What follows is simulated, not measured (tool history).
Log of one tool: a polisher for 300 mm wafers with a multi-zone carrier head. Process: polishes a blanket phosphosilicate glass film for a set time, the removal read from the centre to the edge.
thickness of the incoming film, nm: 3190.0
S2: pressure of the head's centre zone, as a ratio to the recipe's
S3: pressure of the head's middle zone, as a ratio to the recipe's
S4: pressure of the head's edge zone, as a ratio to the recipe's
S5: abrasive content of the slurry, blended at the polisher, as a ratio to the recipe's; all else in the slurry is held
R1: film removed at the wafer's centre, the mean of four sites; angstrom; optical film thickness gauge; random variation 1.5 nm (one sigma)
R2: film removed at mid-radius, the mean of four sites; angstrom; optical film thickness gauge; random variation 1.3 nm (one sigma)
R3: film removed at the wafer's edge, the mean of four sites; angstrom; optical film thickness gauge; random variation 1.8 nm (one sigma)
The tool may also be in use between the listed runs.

Run 1, hour 0: flow of slurry (ml/min) 145, S2 1, S3 1, S4 1, S5 1, polishing time (s) 47. Result: R1 2686.4 angstrom, R2 2755.3 angstrom, R3 2846.8 angstrom.
Run 2, hour 1.2: flow of slurry (ml/min) 140, S2 0.98, S3 0.98, S4 0.99, S5 0.9, polishing time (s) 44. Result: R1 2343.9 angstrom, R2 2362.3 angstrom, R3 2400.2 angstrom.
Run 3, hour 4.5: flow of slurry (ml/min) 135, S2 0.95, S3 0.96, S4 1.01, S5 0.85, polishing time (s) 42. Result: R1 2068.9 angstrom, R2 2212.8 angstrom, R3 2317.3 angstrom.
Run 4, hour 13.3: flow of slurry (ml/min) 135, S2 1, S3 0.96, S4 1.01, S5 0.85, polishing time (s) 42. Result: R1 2162.1 angstrom, R2 2182.9 angstrom, R3 2240.3 angstrom.
Run 5, hour 16: flow of slurry (ml/min) 135, S2 1, S3 0.96, S4 1.01, S5 0.7, polishing time (s) 42. Result: R1 1945.5 angstrom, R2 1919.8 angstrom, R3 1987.6 angstrom.
Run 6, hour 21.2: flow of slurry (ml/min) 135, S2 0.92, S3 0.96, S4 1.01, S5 0.7, polishing time (s) 42. Result: R1 1833 angstrom, R2 1886.5 angstrom, R3 2022.7 angstrom.
Run 7, hour 30.3: flow of slurry (ml/min) 130, S2 0.91, S3 0.95, S4 1, S5 0.65, polishing time (s) 41. Result: R1 1617.4 angstrom, R2 1751.7 angstrom, R3 1816.5 angstrom.
Run 8, hour 37: flow of slurry (ml/min) 130, S2 0.91, S3 0.93, S4 1, S5 0.65, polishing time (s) 40. Result: R1 1598.3 angstrom, R2 1662.9 angstrom, R3 1744.1 angstrom.
Run 9, hour 40.4: flow of slurry (ml/min) 125, S2 0.9, S3 0.91, S4 1, S5 0.65, polishing time (s) 40. Result: R1 1516.7 angstrom, R2 1638.8 angstrom, R3 1803.3 angstrom.
Run 10, hour 43.6: flow of slurry (ml/min) 125, S2 0.9, S3 0.9, S4 0.99, S5 0.65, polishing time (s) 39. Result: R1 1514.5 angstrom, R2 1565.6 angstrom, R3 1705.6 angstrom.
Run 11, hour 50: flow of slurry (ml/min) 120, S2 0.89, S3 0.89, S4 0.98, S5 0.65, polishing time (s) 39. Result: R1 1470.7 angstrom, R2 1540.4 angstrom, R3 1687.8 angstrom.
Run 12, hour 50.7: flow of slurry (ml/min) 115, S2 0.88, S3 0.88, S4 0.97, S5 0.65, polishing time (s) 39. Result: R1 1451.7 angstrom, R2 1522.2 angstrom, R3 1657.3 angstrom.

Run 13 comes next. What will it give?
Run 13, hour 59.7: flow of slurry (ml/min) 95, S2 0.84, S3 0.81, S4 0.93, S5 0.5, polishing time (s) 34. Result: R1 ?, R2 ?, R3 ?.

{"run 13": {"R1": 923.76, "R2": 950.51, "R3": 1141.5}}
